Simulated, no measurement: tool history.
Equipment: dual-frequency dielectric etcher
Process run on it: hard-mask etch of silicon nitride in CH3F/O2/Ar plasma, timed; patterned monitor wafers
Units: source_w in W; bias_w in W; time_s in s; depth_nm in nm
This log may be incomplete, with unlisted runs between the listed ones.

{"run": 1, "day": 0.0, "source_w": 550, "bias_w": 64, "time_s": 261, "depth_nm": 202.7}
{"run": 2, "day": 0.071, "source_w": 530, "bias_w": 63, "time_s": 261, "depth_nm": 199.47}
{"run": 3, "day": 0.217, "source_w": 530, "bias_w": 55, "time_s": 261, "depth_nm": 190.81}
{"run": 4, "day": 0.508, "source_w": 530, "bias_w": 55, "time_s": 273, "depth_nm": 200.91}
{"run": 5, "day": 0.546, "source_w": 530, "bias_w": 55, "time_s": 261, "depth_nm": 191.92}
{"run": 6, "day": 0.629, "source_w": 520, "bias_w": 55, "time_s": 261, "depth_nm": 189.78}
{"run": 7, "day": 0.842, "source_w": 510, "bias_w": 55, "time_s": 261, "depth_nm": 188.67}

Run 8, settings as shown, results not yet in. Your forecast:
{"run": 8, "day": 1.196, "source_w": 500, "bias_w": 55, "time_s": 261, "depth_nm": "?"}

{"run 8": {"depth_nm": 187.3}}
